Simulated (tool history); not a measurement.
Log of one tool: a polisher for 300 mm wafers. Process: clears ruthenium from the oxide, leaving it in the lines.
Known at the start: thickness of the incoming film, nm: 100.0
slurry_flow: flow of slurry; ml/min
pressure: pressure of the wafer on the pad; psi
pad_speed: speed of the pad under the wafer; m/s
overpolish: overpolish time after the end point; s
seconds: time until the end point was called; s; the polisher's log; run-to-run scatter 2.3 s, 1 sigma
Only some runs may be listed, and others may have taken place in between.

run	hour	slurry_flow	pressure	pad_speed	overpolish	seconds
1	0.0	275	1.6	1.18	6	80.381
2	3.5	310	1.6	1.18	6	78.641
3	12.4	310	1.3	1.18	6	89.282
4	14.6	270	1.3	1.18	6	90.972
5	20.0	270	1.3	1.38	6	76.618
6	29.0	270	1.3	1.68	6	67.023

Run 7 has not been measured yet. What should we expect?
7	34.4	270	1.3	1.68	6	?

Run 7 gave seconds 66.122 s.
